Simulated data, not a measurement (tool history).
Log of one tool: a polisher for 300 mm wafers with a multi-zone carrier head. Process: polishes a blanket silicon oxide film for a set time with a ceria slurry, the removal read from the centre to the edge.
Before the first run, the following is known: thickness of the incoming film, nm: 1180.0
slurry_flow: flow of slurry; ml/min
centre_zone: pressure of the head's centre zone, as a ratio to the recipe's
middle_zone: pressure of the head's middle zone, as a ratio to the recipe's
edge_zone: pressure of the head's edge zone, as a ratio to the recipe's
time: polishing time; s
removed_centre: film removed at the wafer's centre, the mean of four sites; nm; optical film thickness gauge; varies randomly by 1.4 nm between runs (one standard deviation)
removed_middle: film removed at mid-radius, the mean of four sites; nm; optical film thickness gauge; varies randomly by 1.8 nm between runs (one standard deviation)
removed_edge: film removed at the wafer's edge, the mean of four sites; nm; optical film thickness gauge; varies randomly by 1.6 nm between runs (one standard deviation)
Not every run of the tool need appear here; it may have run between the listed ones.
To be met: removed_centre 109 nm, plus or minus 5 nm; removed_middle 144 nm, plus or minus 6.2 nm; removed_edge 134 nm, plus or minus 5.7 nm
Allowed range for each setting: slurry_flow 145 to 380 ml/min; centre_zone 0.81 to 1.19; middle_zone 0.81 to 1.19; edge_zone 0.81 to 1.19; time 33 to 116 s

run,day,slurry_flow,centre_zone,middle_zone,edge_zone,time,removed_centre,removed_middle,removed_edge
1,0,245,1,1,1,74,186.98,203.78,207.21
2,0.279,240,0.97,1.01,0.98,67,160.27,188.97,183.85
3,0.45,240,0.97,1.06,0.98,67,164.2,193.38,191.07
4,0.758,240,0.97,1.13,0.98,67,165.41,209.05,184.99
5,1.054,240,0.95,1.12,0.97,62,145.95,187.21,172.32
6,1.208,240,0.95,1.16,0.97,62,145.38,197.51,169.67
7,1.246,240,0.94,1.14,0.95,58,138.34,174.93,160.04
# day 1.504: centre zone pressure recalibrated
8,1.504,235,0.91,1.15,0.93,56,142.62,172.66,152.21
9,1.817,235,0.91,1.15,0.95,53,136.11,164.93,146.68
10,2.058,250,0.93,1.15,0.99,49,124.95,151.5,139.13

5 candidate next runs follow, results not yet known. Just one meets every target within its allowed miss. Identify it.
A,2.3,215,0.83,0.87,0.98,54,?,?,?
B,2.3,290,0.97,1.16,0.81,45,?,?,?
C,2.3,300,0.92,1.08,0.96,48,?,?,?
D,2.3,220,0.93,1.16,0.88,46,?,?,?
E,2.3,365,0.89,1.19,1.19,43,?,?,?

move,removed_centre,removed_middle,removed_edge
A,122.27,129.82,148.81
B,123.07,141.6,117.34
C,124.77,142.46,133.79
D,117.34,141.25,121.36
E,109.99,140.81,132.4
A: moves toward the targets from the last run without getting all of them in spec
B: moves toward the targets from the last run without getting all of them in spec
C: no nearer and no further than the last run
D: moves toward the targets from the last run without getting all of them in spec
E: meets every target
Move E is the one to make.

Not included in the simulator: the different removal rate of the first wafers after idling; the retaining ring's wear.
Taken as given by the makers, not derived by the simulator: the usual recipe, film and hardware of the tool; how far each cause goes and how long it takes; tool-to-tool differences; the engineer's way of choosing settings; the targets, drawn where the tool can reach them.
